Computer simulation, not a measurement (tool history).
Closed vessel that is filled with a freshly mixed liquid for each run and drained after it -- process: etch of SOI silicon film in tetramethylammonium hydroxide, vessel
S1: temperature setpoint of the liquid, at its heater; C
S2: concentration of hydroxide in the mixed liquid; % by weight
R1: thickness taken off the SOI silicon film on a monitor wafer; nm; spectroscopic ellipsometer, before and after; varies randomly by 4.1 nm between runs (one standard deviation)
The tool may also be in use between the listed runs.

Run 1, hour 0.0: S1 73.0 C, S2 14.0 % by weight, time in the liquid (s) 100. Result: R1 775.08 nm.
Run 2, hour 7.6: S1 73.0 C, S2 16.5 % by weight, time in the liquid (s) 100. Result: R1 711.84 nm.
Run 3, hour 8.2: S1 73.0 C, S2 14.5 % by weight, time in the liquid (s) 100. Result: R1 761.54 nm.
Run 4, hour 15.0: S1 73.0 C, S2 16.0 % by weight, time in the liquid (s) 100. Result: R1 735.82 nm.
Run 5, hour 16.9: S1 73.0 C, S2 15.0 % by weight, time in the liquid (s) 100. Result: R1 745.60 nm.
Run 6, hour 21.5: S1 73.0 C, S2 15.0 % by weight, time in the liquid (s) 100. Result: R1 753.69 nm.
Run 7, hour 25.6: S1 70.5 C, S2 15.0 % by weight, time in the liquid (s) 100. Result: R1 640.98 nm.
Run 8, hour 34.4: S1 69.0 C, S2 15.0 % by weight, time in the liquid (s) 100. Result: R1 590.34 nm.

Expected results for the next run?
Run 9, hour 40.9: S1 68.0 C, S2 15.0 % by weight, time in the liquid (s) 100. Result: R1 ?.

R1: 553.56 nm
